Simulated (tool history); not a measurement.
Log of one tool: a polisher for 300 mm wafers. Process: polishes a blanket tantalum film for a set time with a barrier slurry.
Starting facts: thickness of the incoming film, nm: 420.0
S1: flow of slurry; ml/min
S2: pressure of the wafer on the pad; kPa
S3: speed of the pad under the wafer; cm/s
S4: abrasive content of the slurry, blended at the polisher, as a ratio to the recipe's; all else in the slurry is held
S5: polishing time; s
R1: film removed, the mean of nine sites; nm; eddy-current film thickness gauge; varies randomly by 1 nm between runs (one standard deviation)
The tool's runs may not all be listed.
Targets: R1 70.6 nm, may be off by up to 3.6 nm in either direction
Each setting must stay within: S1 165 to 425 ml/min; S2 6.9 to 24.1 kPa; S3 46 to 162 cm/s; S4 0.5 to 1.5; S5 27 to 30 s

{"run": 1, "hour": 0.0, "S1": 275, "S2": 15.2, "S3": 104, "S4": 1, "S5": 30, "R1": 53.197}
{"run": 2, "hour": 0.7, "S1": 275, "S2": 13.8, "S3": 104, "S4": 1, "S5": 30, "R1": 47.229}
{"run": 3, "hour": 6.8, "S1": 275, "S2": 15.2, "S3": 104, "S4": 1, "S5": 30, "R1": 53.387}
{"run": 4, "hour": 12.2, "S1": 275, "S2": 16.5, "S3": 104, "S4": 1, "S5": 30, "R1": 58.109}
{"run": 5, "hour": 13.5, "S1": 275, "S2": 16.5, "S3": 104, "S4": 1, "S5": 27, "R1": 51.395}
{"run": 6, "hour": 19.9, "S1": 275, "S2": 16.5, "S3": 104, "S4": 1, "S5": 27, "R1": 51.468}
{"run": 7, "hour": 28.3, "S1": 275, "S2": 17.9, "S3": 106, "S4": 1, "S5": 27, "R1": 55.817}
{"run": 8, "hour": 28.9, "S1": 275, "S2": 19.3, "S3": 108, "S4": 1, "S5": 27, "R1": 61.308}
{"run": 9, "hour": 34.2, "S1": 275, "S2": 20, "S3": 108, "S4": 1, "S5": 27, "R1": 63.498}
{"run": 10, "hour": 36.9, "S1": 275, "S2": 20.7, "S3": 108, "S4": 1, "S5": 27, "R1": 65.287}

Which of these 4 next moves meets every target?
{"run": "A", "hour": 39.6, "S1": 265, "S2": 18.6, "S3": 112, "S4": 0.85, "S5": 27, "R1": "?"}
{"run": "B", "hour": 39.6, "S1": 300, "S2": 18.6, "S3": 112, "S4": 1, "S5": 30, "R1": "?"}
{"run": "C", "hour": 39.6, "S1": 265, "S2": 20, "S3": 100, "S4": 1.25, "S5": 27, "R1": "?"}
{"run": "D", "hour": 39.6, "S1": 180, "S2": 21.4, "S3": 104, "S4": 1, "S5": 27, "R1": "?"}

move=A R1=57.015
move=B R1=69.245
move=C R1=64.454
move=D R1=62.315
A: lands further from the targets than the last run did
B: every result lands within tolerance
C: lands further from the targets than the last run did
D: lands further from the targets than the last run did
The move that meets every target is B.
